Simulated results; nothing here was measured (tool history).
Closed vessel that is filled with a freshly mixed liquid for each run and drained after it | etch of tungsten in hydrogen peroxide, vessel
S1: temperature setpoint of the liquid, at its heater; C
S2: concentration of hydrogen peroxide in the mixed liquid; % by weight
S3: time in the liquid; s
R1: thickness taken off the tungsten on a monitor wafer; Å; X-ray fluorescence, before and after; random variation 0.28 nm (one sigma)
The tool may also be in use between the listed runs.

run  hour  S1    S2  S3      R1
  1     0  54  15.5  35  941.68
  2     8  49  15.5  35  685.31
  3  16.9  49  15.5  35  690.64
  4  24.5  49  15.5  30  589.48
  5  30.8  49  15.5  35  688.43
  6  39.1  49    17  35  725.02
  7  41.2  46    17  35  598.32
  8  44.3  44    17  35  524.34

The next listed run, before its measurement:
  9  46.4  42.5  17  35   ?

{"run 9": {"R1": 481.27}}

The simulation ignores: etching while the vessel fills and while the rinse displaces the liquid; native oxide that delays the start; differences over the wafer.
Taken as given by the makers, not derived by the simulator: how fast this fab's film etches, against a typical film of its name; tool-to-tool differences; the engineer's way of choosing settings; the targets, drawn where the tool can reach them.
